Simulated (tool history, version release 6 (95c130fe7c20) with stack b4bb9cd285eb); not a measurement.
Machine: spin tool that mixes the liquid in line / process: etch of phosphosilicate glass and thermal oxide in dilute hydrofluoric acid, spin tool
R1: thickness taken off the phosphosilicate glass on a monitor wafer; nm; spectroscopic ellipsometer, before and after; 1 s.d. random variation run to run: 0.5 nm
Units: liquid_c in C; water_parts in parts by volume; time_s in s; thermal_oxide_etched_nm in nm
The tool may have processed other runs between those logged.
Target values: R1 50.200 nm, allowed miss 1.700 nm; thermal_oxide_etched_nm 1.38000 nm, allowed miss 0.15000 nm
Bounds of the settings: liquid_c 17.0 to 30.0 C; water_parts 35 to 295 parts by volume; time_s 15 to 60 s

run 1 hour=0.0 | liquid_c=22.0 water_parts=165 time_s=30 | R1=24.670 thermal_oxide_etched_nm=0.64941
run 2 hour=7.5 | liquid_c=24.0 water_parts=150 time_s=30 | R1=29.758 thermal_oxide_etched_nm=0.77389
run 3 hour=12.6 | liquid_c=24.0 water_parts=130 time_s=30 | R1=35.401 thermal_oxide_etched_nm=0.95691
run 4 hour=18.8 | liquid_c=24.0 water_parts=130 time_s=45 | R1=53.570 thermal_oxide_etched_nm=1.49260
run 5 hour=25.2 | liquid_c=23.5 water_parts=130 time_s=45 | R1=52.633 thermal_oxide_etched_nm=1.49510
-- hour=32.8 hydrofluoric acid flow meter replaced
run 6 hour=32.8 | liquid_c=23.5 water_parts=165 time_s=45 | R1=44.259 thermal_oxide_etched_nm=1.22720
run 7 hour=38.0 | liquid_c=24.0 water_parts=165 time_s=45 | R1=45.154 thermal_oxide_etched_nm=1.26510
run 8 hour=41.7 | liquid_c=24.5 water_parts=165 time_s=45 | R1=45.768 thermal_oxide_etched_nm=1.28100

Next run, 4 choices. One meets every target within its allowed miss, the rest don't. Which?
run A hour=45.4 | liquid_c=25.5 water_parts=185 time_s=45 | R1=? thermal_oxide_etched_nm=?
run B hour=45.4 | liquid_c=27.0 water_parts=75 time_s=15 | R1=? thermal_oxide_etched_nm=?
run C hour=45.4 | liquid_c=24.0 water_parts=180 time_s=55 | R1=? thermal_oxide_etched_nm=?
run D hour=45.4 | liquid_c=25.5 water_parts=105 time_s=25 | R1=? thermal_oxide_etched_nm=?

move=A R1=41.708 thermal_oxide_etched_nm=1.16810
move=B R1=41.620 thermal_oxide_etched_nm=1.16560
move=C R1=49.834 thermal_oxide_etched_nm=1.39570
move=D R1=44.914 thermal_oxide_etched_nm=1.25790
A: the biggest miss grows against the last run
B: the biggest miss grows against the last run
C: in spec on every target
D: the biggest miss grows against the last run
Correct choice: C, which meets every target

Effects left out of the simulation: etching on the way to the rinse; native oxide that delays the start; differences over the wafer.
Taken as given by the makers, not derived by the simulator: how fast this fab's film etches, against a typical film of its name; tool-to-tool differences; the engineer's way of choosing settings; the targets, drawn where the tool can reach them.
